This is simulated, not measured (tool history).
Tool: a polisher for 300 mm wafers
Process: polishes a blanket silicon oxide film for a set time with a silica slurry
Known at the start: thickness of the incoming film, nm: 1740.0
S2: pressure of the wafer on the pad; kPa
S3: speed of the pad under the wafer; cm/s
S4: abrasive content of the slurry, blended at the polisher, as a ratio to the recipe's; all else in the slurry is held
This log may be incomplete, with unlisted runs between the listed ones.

run 1 hour=0 | flow_of_slurry_(ml/min)=170 S2=36.5 S3=124 S4=1 polishing_time_(s)=33 | film_removed_(Å)=1696.6
run 2 hour=4.1 | flow_of_slurry_(ml/min)=170 S2=36.5 S3=124 S4=1 polishing_time_(s)=33 | film_removed_(Å)=1708.3
run 3 hour=9.6 | flow_of_slurry_(ml/min)=145 S2=36.5 S3=124 S4=1 polishing_time_(s)=33 | film_removed_(Å)=1669.1
run 4 hour=15 | flow_of_slurry_(ml/min)=145 S2=34.5 S3=124 S4=1 polishing_time_(s)=33 | film_removed_(Å)=1571.8
run 5 hour=20.9 | flow_of_slurry_(ml/min)=145 S2=34.5 S3=146 S4=1 polishing_time_(s)=33 | film_removed_(Å)=1783.9
run 6 hour=27 | flow_of_slurry_(ml/min)=145 S2=32.4 S3=144 S4=1 polishing_time_(s)=33 | film_removed_(Å)=1653.3
run 7 hour=34.4 | flow_of_slurry_(ml/min)=145 S2=30.3 S3=142 S4=1 polishing_time_(s)=33 | film_removed_(Å)=1568

Run 8 comes next. What will it give?
run 8 hour=39.5 | flow_of_slurry_(ml/min)=145 S2=29 S3=140 S4=1 polishing_time_(s)=33 | film_removed_(Å)=?

Run 8 gave film removed (Å) 1453.6.
